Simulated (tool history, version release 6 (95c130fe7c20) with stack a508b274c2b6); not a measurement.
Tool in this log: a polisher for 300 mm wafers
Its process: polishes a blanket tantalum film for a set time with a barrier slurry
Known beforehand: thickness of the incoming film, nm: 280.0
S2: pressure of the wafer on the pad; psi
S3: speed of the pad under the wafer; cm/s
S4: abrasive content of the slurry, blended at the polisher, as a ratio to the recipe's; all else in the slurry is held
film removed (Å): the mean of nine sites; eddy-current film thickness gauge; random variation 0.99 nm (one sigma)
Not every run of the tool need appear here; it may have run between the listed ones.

Run 1, hour 0.0: flow of slurry (ml/min) 295, S2 1.3 psi, S3 94 cm/s, S4 1.0, polishing time (s) 88. Result: film removed (Å) 950.85.
Run 2, hour 5.5: flow of slurry (ml/min) 300, S2 1.4 psi, S3 94 cm/s, S4 1.0, polishing time (s) 88. Result: film removed (Å) 1023.20.
Run 3, hour 8.8: flow of slurry (ml/min) 300, S2 1.5 psi, S3 94 cm/s, S4 1.0, polishing time (s) 88. Result: film removed (Å) 1049.30.
Run 4, hour 9.3: flow of slurry (ml/min) 300, S2 1.5 psi, S3 72 cm/s, S4 1.0, polishing time (s) 88. Result: film removed (Å) 817.53.
Run 5, hour 12.4: flow of slurry (ml/min) 300, S2 1.2 psi, S3 72 cm/s, S4 1.0, polishing time (s) 88. Result: film removed (Å) 717.92.
Run 6, hour 15.0: flow of slurry (ml/min) 300, S2 1.2 psi, S3 72 cm/s, S4 1.2, polishing time (s) 88. Result: film removed (Å) 734.79.
Run 7, hour 19.6: flow of slurry (ml/min) 300, S2 1.3 psi, S3 72 cm/s, S4 1.2, polishing time (s) 88. Result: film removed (Å) 783.73.
Run 8, hour 25.4: flow of slurry (ml/min) 300, S2 1.4 psi, S3 72 cm/s, S4 1.2, polishing time (s) 88. Result: film removed (Å) 837.07.

Forecast run 9:
Run 9, hour 32.1: flow of slurry (ml/min) 300, S2 1.5 psi, S3 72 cm/s, S4 1.2, polishing time (s) 88. Result: film removed (Å) ?.

film removed (Å): 843.81

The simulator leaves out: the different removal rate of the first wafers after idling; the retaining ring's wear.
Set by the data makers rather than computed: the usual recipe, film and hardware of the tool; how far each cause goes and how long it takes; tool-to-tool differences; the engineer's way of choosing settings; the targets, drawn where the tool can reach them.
